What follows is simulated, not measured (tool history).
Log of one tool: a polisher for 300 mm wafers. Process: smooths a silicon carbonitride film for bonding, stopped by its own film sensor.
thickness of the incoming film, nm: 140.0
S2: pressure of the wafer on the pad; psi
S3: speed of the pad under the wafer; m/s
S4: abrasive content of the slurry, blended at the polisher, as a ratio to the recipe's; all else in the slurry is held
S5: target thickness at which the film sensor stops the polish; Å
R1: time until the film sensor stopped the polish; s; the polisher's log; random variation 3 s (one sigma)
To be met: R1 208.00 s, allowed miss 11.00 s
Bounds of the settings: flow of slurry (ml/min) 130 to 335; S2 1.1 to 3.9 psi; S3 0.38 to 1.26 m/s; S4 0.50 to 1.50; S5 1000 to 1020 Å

run 1 day=0.000 | flow_of_slurry_(ml/min)=215 S2=2.5 S3=0.82 S4=1.00 S5=1020 | R1=112.58
run 2 day=0.342 | flow_of_slurry_(ml/min)=215 S2=2.7 S3=0.82 S4=1.00 S5=1020 | R1=108.70
run 3 day=0.633 | flow_of_slurry_(ml/min)=215 S2=2.4 S3=0.78 S4=1.00 S5=1020 | R1=122.38
run 4 day=0.879 | flow_of_slurry_(ml/min)=215 S2=2.4 S3=0.94 S4=1.00 S5=1020 | R1=104.77
run 5 day=1.242 | flow_of_slurry_(ml/min)=245 S2=2.4 S3=0.94 S4=1.00 S5=1020 | R1=102.21
run 6 day=1.292 | flow_of_slurry_(ml/min)=245 S2=2.4 S3=0.94 S4=0.85 S5=1020 | R1=110.07
run 7 day=1.492 | flow_of_slurry_(ml/min)=245 S2=2.2 S3=0.90 S4=0.85 S5=1020 | R1=121.39
run 8 day=1.721 | flow_of_slurry_(ml/min)=245 S2=2.0 S3=0.86 S4=0.85 S5=1020 | R1=130.35
run 9 day=2.071 | flow_of_slurry_(ml/min)=245 S2=1.8 S3=0.82 S4=0.85 S5=1020 | R1=147.34

5 next moves are on the table. One of them brings every result within its allowed miss. Which?
run A day=2.421 | flow_of_slurry_(ml/min)=220 S2=1.4 S3=0.80 S4=0.80 S5=1000 | R1=?
run B day=2.421 | flow_of_slurry_(ml/min)=245 S2=1.6 S3=0.80 S4=0.80 S5=1010 | R1=?
run C day=2.421 | flow_of_slurry_(ml/min)=235 S2=1.1 S3=0.98 S4=0.70 S5=1000 | R1=?
run D day=2.421 | flow_of_slurry_(ml/min)=245 S2=1.1 S3=0.74 S4=0.90 S5=1000 | R1=?
run E day=2.421 | flow_of_slurry_(ml/min)=265 S2=1.6 S3=1.08 S4=1.10 S5=1020 | R1=?

move=A R1=180.84
move=B R1=163.81
move=C R1=179.69
move=D R1=200.72
move=E R1=109.22
A: nearer than the last run, and not there yet
B: nearer than the last run, and not there yet
C: nearer than the last run, and not there yet
D: meets every target
E: further off than the last run
Move D is the one to make.

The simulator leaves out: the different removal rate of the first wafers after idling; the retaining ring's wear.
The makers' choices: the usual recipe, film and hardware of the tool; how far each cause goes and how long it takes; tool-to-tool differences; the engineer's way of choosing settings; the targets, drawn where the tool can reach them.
